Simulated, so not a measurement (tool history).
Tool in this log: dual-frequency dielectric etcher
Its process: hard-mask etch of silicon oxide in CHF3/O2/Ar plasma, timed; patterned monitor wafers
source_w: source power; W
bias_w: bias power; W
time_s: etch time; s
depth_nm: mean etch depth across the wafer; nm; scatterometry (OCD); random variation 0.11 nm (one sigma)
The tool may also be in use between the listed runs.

run 1 hour=0 | source_w=630 bias_w=146 time_s=16 | depth_nm=33.396
run 2 hour=1.3 | source_w=540 bias_w=146 time_s=16 | depth_nm=31.635
run 3 hour=2.7 | source_w=650 bias_w=146 time_s=16 | depth_nm=33.649
run 4 hour=9.7 | source_w=650 bias_w=146 time_s=16 | depth_nm=33.705
run 5 hour=18.4 | source_w=650 bias_w=146 time_s=16 | depth_nm=33.402
run 6 hour=22.8 | source_w=610 bias_w=143 time_s=16 | depth_nm=32.663
run 7 hour=28.2 | source_w=580 bias_w=141 time_s=16 | depth_nm=31.761
run 8 hour=30.7 | source_w=560 bias_w=140 time_s=16 | depth_nm=31.387
run 9 hour=35 | source_w=540 bias_w=139 time_s=16 | depth_nm=30.891
run 10 hour=40.5 | source_w=520 bias_w=138 time_s=16 | depth_nm=30.403
run 11 hour=44.4 | source_w=510 bias_w=137 time_s=16 | depth_nm=30.114
run 12 hour=51.1 | source_w=500 bias_w=137 time_s=16 | depth_nm=29.846

Run 13 is up next; what results do you expect?
run 13 hour=55.5 | source_w=490 bias_w=137 time_s=16 | depth_nm=?

Run 13 yielded depth_nm 29.758 nm.
